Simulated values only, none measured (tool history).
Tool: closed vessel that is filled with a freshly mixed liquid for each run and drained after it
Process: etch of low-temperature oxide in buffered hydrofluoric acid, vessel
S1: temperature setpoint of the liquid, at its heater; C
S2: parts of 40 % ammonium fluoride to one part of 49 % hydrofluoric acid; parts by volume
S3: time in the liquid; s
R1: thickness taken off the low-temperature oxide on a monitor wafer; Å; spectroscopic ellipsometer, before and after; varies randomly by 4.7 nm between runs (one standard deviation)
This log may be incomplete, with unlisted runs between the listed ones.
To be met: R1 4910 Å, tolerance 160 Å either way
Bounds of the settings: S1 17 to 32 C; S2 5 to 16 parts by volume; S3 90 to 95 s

| run | hour | S1 | S2 | S3 | R1 |
|---|---|---|---|---|---|
| 1 | 0 | 25 | 9.5 | 90 | 6516.1 |
| 2 | 2.3 | 28.5 | 9.5 | 90 | 7774.2 |
| 3 | 3.8 | 27 | 9.5 | 90 | 7221.5 |
| 4 | 9.8 | 25.5 | 9.5 | 90 | 6569.2 |
| 5 | 11 | 25.5 | 9.5 | 90 | 6674.1 |
| 6 | 19.1 | 25.5 | 9.5 | 95 | 7044 |
| 7 | 27 | 24.5 | 9.5 | 95 | 6672.8 |
| 8 | 27.9 | 20.5 | 9.5 | 95 | 5364.4 |
| 9 | 35.9 | 20 | 9.5 | 95 | 5210.2 |

Below are 5 possible settings for the next run. Only one of them brings all results inside the allowed miss of their targets. Which is it?
| A | 43.9 | 20.5 | 9.5 | 95 | ? |
| B | 43.9 | 21.5 | 10 | 95 | ? |
| C | 43.9 | 21 | 9.5 | 95 | ? |
| D | 43.9 | 17.5 | 7.5 | 90 | ? |
| E | 43.9 | 20.5 | 10.5 | 95 | ? |

| move | R1 |
|---|---|
| A | 5320.8 |
| B | 5446.1 |
| C | 5471.1 |
| D | 5367.2 |
| E | 4912.5 |
A: further off than the last run
B: further off than the last run
C: further off than the last run
D: further off than the last run
E: every result within its allowed miss
Move E is the one to make.
